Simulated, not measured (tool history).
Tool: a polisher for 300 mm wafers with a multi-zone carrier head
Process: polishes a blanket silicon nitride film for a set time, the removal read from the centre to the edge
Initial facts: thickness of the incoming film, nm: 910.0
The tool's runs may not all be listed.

run,hour,flow of slurry (ml/min),pressure of the head's centre zone,pressure of the head's middle zone,pressure of the head's edge zone,polishing time (s),film removed at the wafer's centre (nm),film removed at mid-radius (nm),film removed at the wafer's edge (nm)
1,0.0,185,1.00,1.00,1.00,63,136.25,133.13,137.02
2,8.9,185,1.00,1.00,0.97,63,139.51,136.11,134.69
3,14.3,185,1.00,1.00,0.97,76,165.06,162.82,164.36
4,17.3,180,1.00,0.98,0.97,73,155.58,152.63,153.66
5,22.8,180,1.00,1.05,0.97,73,161.14,161.46,152.69
6,28.2,180,1.00,1.11,0.97,73,157.24,170.08,152.81

Run 7 is up next; what results do you expect?
7,36.8,175,1.00,1.08,0.97,70,?,?,?

Run 7 came out at film removed at the wafer's centre (nm) 152.42, film removed at mid-radius (nm) 158.07, film removed at the wafer's edge (nm) 147.50.
